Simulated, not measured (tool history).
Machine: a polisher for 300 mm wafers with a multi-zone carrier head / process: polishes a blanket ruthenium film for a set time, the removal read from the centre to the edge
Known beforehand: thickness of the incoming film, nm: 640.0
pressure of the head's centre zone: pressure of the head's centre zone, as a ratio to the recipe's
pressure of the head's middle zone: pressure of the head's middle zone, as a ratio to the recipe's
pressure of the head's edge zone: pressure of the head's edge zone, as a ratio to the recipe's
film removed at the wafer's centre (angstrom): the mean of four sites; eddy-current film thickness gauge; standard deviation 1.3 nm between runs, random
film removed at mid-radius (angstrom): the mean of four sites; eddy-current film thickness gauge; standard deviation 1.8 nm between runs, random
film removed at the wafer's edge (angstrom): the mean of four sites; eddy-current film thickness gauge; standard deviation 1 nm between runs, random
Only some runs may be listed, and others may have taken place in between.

| run | hour | flow of slurry (ml/min) | pressure of the head's centre zone | pressure of the head's middle zone | pressure of the head's edge zone | polishing time (s) | film removed at the wafer's centre (angstrom) | film removed at mid-radius (angstrom) | film removed at the wafer's edge (angstrom) |
|---|---|---|---|---|---|---|---|---|---|
| 1 | 0 | 205 | 1 | 1 | 1 | 69 | 1219.2 | 1209.2 | 1190.5 |
| 2 | 5 | 205 | 1.04 | 1 | 1 | 69 | 1257.4 | 1208.2 | 1191.1 |
| 3 | 9 | 205 | 1.04 | 1 | 0.92 | 69 | 1247.6 | 1224.1 | 1136.9 |
| 4 | 17.7 | 205 | 1.04 | 1.04 | 0.92 | 69 | 1246.8 | 1242 | 1128.5 |
| 5 | 19.3 | 205 | 1.11 | 1.04 | 0.92 | 69 | 1324.7 | 1228.2 | 1140.9 |
| 6 | 27.7 | 220 | 1.1 | 1.07 | 0.98 | 73 | 1406.5 | 1348.3 | 1256.1 |

Expected results for the next run?
| 7 | 33.2 | 260 | 1.11 | 1.12 | 1.08 | 86 | ? | ? | ? |

Run 7 produced film removed at the wafer's centre (angstrom) 1718.2, film removed at mid-radius (angstrom) 1726, film removed at the wafer's edge (angstrom) 1573.8.

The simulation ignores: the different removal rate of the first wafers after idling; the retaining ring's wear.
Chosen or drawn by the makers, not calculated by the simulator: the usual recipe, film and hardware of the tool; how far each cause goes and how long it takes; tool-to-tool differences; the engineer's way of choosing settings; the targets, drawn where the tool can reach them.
